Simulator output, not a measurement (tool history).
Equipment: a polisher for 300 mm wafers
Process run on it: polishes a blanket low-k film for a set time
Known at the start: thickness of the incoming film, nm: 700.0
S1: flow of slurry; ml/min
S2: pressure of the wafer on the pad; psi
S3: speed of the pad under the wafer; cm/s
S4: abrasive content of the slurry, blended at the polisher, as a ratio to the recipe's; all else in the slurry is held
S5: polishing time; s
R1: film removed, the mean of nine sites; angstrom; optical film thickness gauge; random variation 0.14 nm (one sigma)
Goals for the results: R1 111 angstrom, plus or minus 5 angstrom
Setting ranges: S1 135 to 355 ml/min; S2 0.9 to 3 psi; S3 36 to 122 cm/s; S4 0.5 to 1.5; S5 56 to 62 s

run	hour	S1	S2	S3	S4	S5	R1
1	0	225	1.9	78	1	62	237.11
2	6.2	200	1.9	78	1	62	235.47
3	8.8	200	1.9	78	0.9	62	217.77
4	13.9	200	1.6	74	0.9	62	176.49
5	20.2	200	1.6	74	0.7	62	151.9
6	23.2	200	1.5	74	0.7	62	144.44
7	30.9	200	1.4	74	0.7	62	136.5
8	39.2	200	1.3	74	0.7	62	127.25
9	44.9	200	1.2	74	0.7	62	119.3

Which single option among these 4 for the next run brings every result within its allowed miss of target? Just one does.
A	50.6	175	1.7	74	0.6	60	?
B	50.6	180	1	100	0.65	62	?
C	50.6	155	1.3	76	0.65	57	?
D	50.6	220	1.6	52	0.8	62	?

move	R1
A	136.31
B	119.33
C	108.79
D	127.14
A: further off than the last run
B: as far off as the last run
C: every result within its allowed miss
D: further off than the last run
Move C is the one to make.
